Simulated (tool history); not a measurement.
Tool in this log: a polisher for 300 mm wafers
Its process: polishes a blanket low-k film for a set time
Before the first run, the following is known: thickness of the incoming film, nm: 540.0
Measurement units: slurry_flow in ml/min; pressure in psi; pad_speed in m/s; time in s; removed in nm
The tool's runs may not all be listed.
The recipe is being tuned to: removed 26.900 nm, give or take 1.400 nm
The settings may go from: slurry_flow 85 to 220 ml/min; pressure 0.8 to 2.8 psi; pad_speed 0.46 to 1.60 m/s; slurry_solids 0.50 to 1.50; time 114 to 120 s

run    day  slurry_flow  pressure  pad_speed  slurry_solids  time  removed
  1  0.000          140       1.8       1.02           1.00   114   42.600
  2  0.133          140       1.7       1.02           1.00   114   40.372
  3  0.400          140       1.7       1.02           1.15   114   43.522
  4  0.588          140       1.4       1.02           1.15   114   38.105
  5  0.888          140       1.3       1.00           1.15   114   35.459
  6  1.104          140       1.6       1.00           1.15   114   41.247
  7  1.417          140       1.5       1.00           1.15   114   39.331
  8  1.467          140       1.4       1.00           1.15   114   38.391

Next run, 4 choices. One meets every target within its allowed miss, the rest don't. Which?
  A  1.517          165       1.5       0.48           0.95   114        ?
  B  1.517          145       0.9       0.96           0.95   120        ?
  C  1.517          135       1.8       1.24           1.30   120        ?
  D  1.517          175       1.2       1.46           1.05   114        ?

move  removed
   A   21.753
   B   27.316
   C   57.216
   D   45.456
A: pushes the last run's worst result past its target
B: each result inside its tolerance
C: further off than the last run
D: further off than the last run
B is the move that brings every result within its allowed miss.
